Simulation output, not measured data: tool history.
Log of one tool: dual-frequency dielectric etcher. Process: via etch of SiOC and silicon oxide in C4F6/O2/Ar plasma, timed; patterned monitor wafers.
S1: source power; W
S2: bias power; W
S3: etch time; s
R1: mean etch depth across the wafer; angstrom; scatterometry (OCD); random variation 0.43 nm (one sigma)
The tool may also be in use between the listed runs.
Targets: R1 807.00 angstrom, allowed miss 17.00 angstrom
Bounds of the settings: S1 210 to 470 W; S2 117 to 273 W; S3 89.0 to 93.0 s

{"run": 1, "hour": 0.0, "S1": 340, "S2": 195, "S3": 89.0, "R1": 957.8}
{"run": 2, "hour": 2.8, "S1": 340, "S2": 229, "S3": 89.0, "R1": 1016.6}
{"run": 3, "hour": 5.1, "S1": 310, "S2": 216, "S3": 89.0, "R1": 972.92}
{"run": 4, "hour": 10.0, "S1": 290, "S2": 201, "S3": 89.0, "R1": 923.08}
{"run": 5, "hour": 16.3, "S1": 270, "S2": 193, "S3": 89.0, "R1": 894.11}
{"run": 6, "hour": 20.3, "S1": 240, "S2": 193, "S3": 89.0, "R1": 858.5}
{"run": 7, "hour": 27.7, "S1": 230, "S2": 189, "S3": 89.0, "R1": 838.38}
{"run": 8, "hour": 30.3, "S1": 230, "S2": 187, "S3": 89.0, "R1": 836.41}
{"run": 9, "hour": 31.5, "S1": 230, "S2": 185, "S3": 89.0, "R1": 835.67}
{"run": 10, "hour": 38.7, "S1": 230, "S2": 183, "S3": 89.0, "R1": 828.18}
{"run": 11, "hour": 43.5, "S1": 230, "S2": 182, "S3": 89.0, "R1": 834.91}
{"run": 12, "hour": 46.7, "S1": 230, "S2": 180, "S3": 89.0, "R1": 828.06}

5 next moves are on the table. One of them brings every result within its allowed miss. Which?
{"run": "A", "hour": 49.9, "S1": 210, "S2": 219, "S3": 91.0, "R1": "?"}
{"run": "B", "hour": 49.9, "S1": 220, "S2": 142, "S3": 91.5, "R1": "?"}
{"run": "C", "hour": 49.9, "S1": 210, "S2": 163, "S3": 93.0, "R1": "?"}
{"run": "D", "hour": 49.9, "S1": 220, "S2": 162, "S3": 89.0, "R1": "?"}
{"run": "E", "hour": 49.9, "S1": 210, "S2": 143, "S3": 91.0, "R1": "?"}

move=A R1=887.72
move=B R1=761.94
move=C R1=806.78
move=D R1=780.54
move=E R1=749.71
A: further off than the last run
B: takes the result that was furthest off past its target
C: meets every target
D: takes the result that was furthest off past its target
E: takes the result that was furthest off past its target
Answer: C
